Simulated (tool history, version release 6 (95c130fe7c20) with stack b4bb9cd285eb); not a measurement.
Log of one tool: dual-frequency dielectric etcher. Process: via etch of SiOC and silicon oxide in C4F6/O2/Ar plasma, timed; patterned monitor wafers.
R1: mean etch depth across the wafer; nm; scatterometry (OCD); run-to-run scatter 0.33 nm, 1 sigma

run 1 hour=0.0 | source_power_(W)=430 bias_power_(W)=136 etch_time_(s)=51.5 | R1=52.455
run 2 hour=2.6 | source_power_(W)=430 bias_power_(W)=114 etch_time_(s)=51.5 | R1=49.918
run 3 hour=6.4 | source_power_(W)=390 bias_power_(W)=114 etch_time_(s)=51.5 | R1=47.541
run 4 hour=7.8 | source_power_(W)=320 bias_power_(W)=114 etch_time_(s)=51.5 | R1=42.804
run 5 hour=10.2 | source_power_(W)=370 bias_power_(W)=116 etch_time_(s)=51.5 | R1=46.493
run 6 hour=12.3 | source_power_(W)=370 bias_power_(W)=116 etch_time_(s)=51.5 | R1=46.734
run 7 hour=16.2 | source_power_(W)=370 bias_power_(W)=116 etch_time_(s)=51.5 | R1=46.276
run 8 hour=20.3 | source_power_(W)=410 bias_power_(W)=118 etch_time_(s)=51.5 | R1=49.189
run 9 hour=24.3 | source_power_(W)=440 bias_power_(W)=119 etch_time_(s)=51.5 | R1=50.855
run 10 hour=29.8 | source_power_(W)=460 bias_power_(W)=120 etch_time_(s)=51.5 | R1=52.894

Run 11 has not been measured yet. What should we expect?
run 11 hour=38.4 | source_power_(W)=480 bias_power_(W)=121 etch_time_(s)=51.5 | R1=?

R1: 54.440 nm
